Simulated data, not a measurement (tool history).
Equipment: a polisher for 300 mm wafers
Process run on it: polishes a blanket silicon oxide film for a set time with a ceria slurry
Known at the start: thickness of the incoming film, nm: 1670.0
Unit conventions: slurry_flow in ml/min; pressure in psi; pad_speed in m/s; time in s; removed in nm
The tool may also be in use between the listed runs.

| run | hour | slurry_flow | pressure | pad_speed | time | removed |
|---|---|---|---|---|---|---|
| 1 | 0 | 285 | 2.8 | 1.38 | 23 | 104.09 |
| 2 | 0.6 | 285 | 3.3 | 1.4 | 23 | 123.24 |
| 3 | 3.8 | 285 | 3.6 | 1.46 | 23 | 141.7 |
| 4 | 10 | 255 | 3.6 | 1.46 | 23 | 142.25 |
| 5 | 11 | 255 | 3.8 | 1.5 | 23 | 151.69 |
| 6 | 11.8 | 255 | 3.8 | 1.18 | 23 | 120.52 |
| 7 | 17.5 | 260 | 4 | 1.3 | 23 | 139.53 |

Forecast run 8:
| 8 | 21.2 | 260 | 4.1 | 1.38 | 23 | ? |

Run 8 gave removed 153.89 nm.
